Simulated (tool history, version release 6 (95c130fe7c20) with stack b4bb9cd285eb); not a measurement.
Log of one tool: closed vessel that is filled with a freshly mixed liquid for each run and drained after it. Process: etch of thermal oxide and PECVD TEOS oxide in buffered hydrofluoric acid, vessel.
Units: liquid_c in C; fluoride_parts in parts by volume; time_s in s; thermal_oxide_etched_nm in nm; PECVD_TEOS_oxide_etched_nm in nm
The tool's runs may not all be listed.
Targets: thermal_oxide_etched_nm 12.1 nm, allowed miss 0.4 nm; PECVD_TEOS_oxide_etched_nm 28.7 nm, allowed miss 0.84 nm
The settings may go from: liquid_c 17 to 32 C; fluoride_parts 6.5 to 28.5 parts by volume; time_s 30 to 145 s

run  hour  liquid_c  fluoride_parts  time_s  thermal_oxide_etched_nm  PECVD_TEOS_oxide_etched_nm
  1     0        24            17.5      75                   49.998                      120.87
  2   3.6      22.5            17.5      75                   46.929                       110.5
  3   6.9      22.5            22.5      75                   37.078                       89.31
  4  14.5      22.5            22.5      45                   22.241                      52.235
  5  20.9        22              23      45                   21.172                      50.333
  6  28.7      20.5              23      45                   19.527                      47.023
  7    33        20            23.5      45                     18.9                      44.409
  8    37      19.5              24      45                    17.74                      42.263
  9    42        17            28.5      45                   13.763                      33.025
 10  48.9        17            28.5      35                   10.678                      25.394
     55.7  -- hydrofluoric acid flow meter replaced
 11  55.7      19.5            28.5      35                    11.76                      27.668

Which of these 4 next moves meets every target?
  A  62.5      18.5              27      35                        ?                           ?
  B  62.5        20            25.5      35                        ?                           ?
  C  62.5      18.5              27      40                        ?                           ?
  D  62.5        18            28.5      40                        ?                           ?

move  thermal_oxide_etched_nm  PECVD_TEOS_oxide_etched_nm
   A                    11.22                      27.092
   B                   12.706                      30.681
   C                   12.823                      30.962
   D                   12.005                      28.987
A: further off than the last run
B: takes the result that was furthest off past its target
C: takes the result that was furthest off past its target
D: meets every target
Answer: D

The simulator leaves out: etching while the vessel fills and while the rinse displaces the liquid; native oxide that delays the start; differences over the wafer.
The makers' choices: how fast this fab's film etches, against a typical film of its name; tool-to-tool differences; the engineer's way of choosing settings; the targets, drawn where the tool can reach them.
